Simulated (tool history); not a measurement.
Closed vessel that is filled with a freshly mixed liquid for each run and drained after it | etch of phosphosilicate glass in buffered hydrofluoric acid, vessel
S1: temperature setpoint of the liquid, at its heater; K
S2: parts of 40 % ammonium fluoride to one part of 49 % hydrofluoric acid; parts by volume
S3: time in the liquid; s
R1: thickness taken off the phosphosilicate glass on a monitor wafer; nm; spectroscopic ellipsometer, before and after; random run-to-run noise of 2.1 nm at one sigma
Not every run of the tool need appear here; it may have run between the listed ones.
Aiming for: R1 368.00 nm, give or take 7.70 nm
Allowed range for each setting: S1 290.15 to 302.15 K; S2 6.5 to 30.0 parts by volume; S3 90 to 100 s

run 1 hour=0.0 | S1=294.15 S2=19.5 S3=90 | R1=152.69
run 2 hour=6.3 | S1=296.15 S2=17.0 S3=90 | R1=194.57
run 3 hour=8.0 | S1=296.15 S2=17.0 S3=100 | R1=219.13
run 4 hour=12.5 | S1=294.15 S2=17.0 S3=100 | R1=195.05
run 5 hour=20.4 | S1=294.15 S2=15.0 S3=100 | R1=222.36
run 6 hour=22.2 | S1=296.15 S2=14.5 S3=100 | R1=254.48
run 7 hour=26.0 | S1=296.15 S2=14.5 S3=100 | R1=256.86
run 8 hour=30.6 | S1=296.15 S2=14.5 S3=100 | R1=258.60
run 9 hour=38.0 | S1=297.65 S2=14.5 S3=100 | R1=276.81
run 10 hour=44.3 | S1=301.65 S2=12.5 S3=100 | R1=399.24
run 11 hour=46.9 | S1=301.15 S2=12.5 S3=100 | R1=385.26
run 12 hour=49.3 | S1=300.65 S2=12.5 S3=100 | R1=376.35

Which single option among these 4 for the next run brings every result within its allowed miss of target? Just one does.
run A hour=51.7 | S1=299.65 S2=10.5 S3=90 | R1=?
run B hour=51.7 | S1=298.65 S2=11.5 S3=100 | R1=?
run C hour=51.7 | S1=297.15 S2=10.0 S3=100 | R1=?
run D hour=51.7 | S1=302.15 S2=12.5 S3=95 | R1=?

move=A R1=376.95
move=B R1=363.22
move=C R1=383.65
move=D R1=383.48
A: lands further from the targets than the last run did
B: each result inside its tolerance
C: lands further from the targets than the last run did
D: lands further from the targets than the last run did
B is the move that brings every result within its allowed miss.
